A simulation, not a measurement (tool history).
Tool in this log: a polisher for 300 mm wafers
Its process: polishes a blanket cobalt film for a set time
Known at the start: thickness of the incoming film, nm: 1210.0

run,hour,flow of slurry (ml/min),pressure of the wafer on the pad (psi),speed of the pad under the wafer (cm/s),polishing time (s),film removed (angstrom)
1,0.0,215,1.3,100,44,1687.70
2,3.7,265,1.3,100,44,1685.30
3,10.3,265,1.2,100,44,1578.70
4,12.4,265,0.9,100,44,1203.50
5,20.8,265,0.7,100,44,940.20
6,22.2,265,0.6,100,44,828.53
7,24.1,270,1.0,102,44,1351.90
8,30.3,265,1.0,102,44,1327.00

Run 9 is up next; what results do you expect?
9,35.6,250,1.0,102,44,?

{"run 9": {"film removed (angstrom)": 1332.1}}
